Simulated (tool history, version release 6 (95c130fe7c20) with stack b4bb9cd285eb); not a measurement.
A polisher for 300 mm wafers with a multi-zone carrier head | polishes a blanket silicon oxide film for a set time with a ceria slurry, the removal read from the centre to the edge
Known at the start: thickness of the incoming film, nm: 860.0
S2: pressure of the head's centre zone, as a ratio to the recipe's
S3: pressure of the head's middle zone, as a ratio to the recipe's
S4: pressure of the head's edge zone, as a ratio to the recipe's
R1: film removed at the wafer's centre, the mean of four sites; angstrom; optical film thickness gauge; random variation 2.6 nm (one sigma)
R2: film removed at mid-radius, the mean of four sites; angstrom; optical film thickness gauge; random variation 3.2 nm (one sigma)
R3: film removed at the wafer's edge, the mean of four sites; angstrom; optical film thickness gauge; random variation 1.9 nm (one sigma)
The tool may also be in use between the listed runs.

Run 1, hour 0.0: flow of slurry (ml/min) 290, S2 1.00, S3 1.00, S4 1.00, polishing time (s) 78. Result: R1 2260.9 angstrom, R2 2339.1 angstrom, R3 2472.5 angstrom.
Run 2, hour 7.8: flow of slurry (ml/min) 240, S2 1.00, S3 1.00, S4 1.00, polishing time (s) 78. Result: R1 2222.1 angstrom, R2 2262.9 angstrom, R3 2412.0 angstrom.
Run 3, hour 9.5: flow of slurry (ml/min) 270, S2 1.02, S3 1.04, S4 1.00, polishing time (s) 80. Result: R1 2390.8 angstrom, R2 2467.0 angstrom, R3 2499.1 angstrom.
Run 4, hour 18.0: flow of slurry (ml/min) 270, S2 1.02, S3 1.04, S4 1.06, polishing time (s) 80. Result: R1 2385.6 angstrom, R2 2423.9 angstrom, R3 2576.8 angstrom.
At hour 21.9: slurry nozzle cleaned.
Run 5, hour 21.9: flow of slurry (ml/min) 295, S2 1.03, S3 1.07, S4 1.06, polishing time (s) 82. Result: R1 2668.0 angstrom, R2 2796.1 angstrom, R3 2769.1 angstrom.
Run 6, hour 26.5: flow of slurry (ml/min) 295, S2 1.03, S3 1.07, S4 1.06, polishing time (s) 74. Result: R1 2380.0 angstrom, R2 2551.4 angstrom, R3 2497.7 angstrom.
Run 7, hour 30.7: flow of slurry (ml/min) 320, S2 1.04, S3 1.08, S4 1.08, polishing time (s) 74. Result: R1 2466.4 angstrom, R2 2565.2 angstrom, R3 2569.2 angstrom.
Run 8, hour 37.6: flow of slurry (ml/min) 340, S2 1.05, S3 1.10, S4 1.09, polishing time (s) 74. Result: R1 2443.7 angstrom, R2 2662.7 angstrom, R3 2559.9 angstrom.
Run 9, hour 43.6: flow of slurry (ml/min) 350, S2 1.07, S3 1.12, S4 1.11, polishing time (s) 75. Result: R1 2602.5 angstrom, R2 2726.5 angstrom, R3 2633.8 angstrom.
Run 10, hour 52.1: flow of slurry (ml/min) 365, S2 1.07, S3 1.13, S4 1.11, polishing time (s) 76. Result: R1 2603.8 angstrom, R2 2787.2 angstrom, R3 2681.3 angstrom.
Run 11, hour 59.5: flow of slurry (ml/min) 370, S2 1.08, S3 1.14, S4 1.10, polishing time (s) 78. Result: R1 2720.6 angstrom, R2 2800.4 angstrom, R3 2761.6 angstrom.
Run 12, hour 60.2: flow of slurry (ml/min) 335, S2 1.08, S3 1.15, S4 1.12, polishing time (s) 79. Result: R1 2729.6 angstrom, R2 2939.2 angstrom, R3 2812.9 angstrom.
Run 13, hour 65.0: flow of slurry (ml/min) 335, S2 1.08, S3 1.16, S4 1.10, polishing time (s) 81. Result: R1 2784.9 angstrom, R2 2979.7 angstrom, R3 2783.2 angstrom.

The next listed run, before its measurement:
Run 14, hour 73.2: flow of slurry (ml/min) 325, S2 1.08, S3 1.17, S4 1.10, polishing time (s) 83. Result: R1 ?, R2 ?, R3 ?.

Run 14 gave R1 2857.2 angstrom, R2 3057.3 angstrom, R3 2902.9 angstrom.

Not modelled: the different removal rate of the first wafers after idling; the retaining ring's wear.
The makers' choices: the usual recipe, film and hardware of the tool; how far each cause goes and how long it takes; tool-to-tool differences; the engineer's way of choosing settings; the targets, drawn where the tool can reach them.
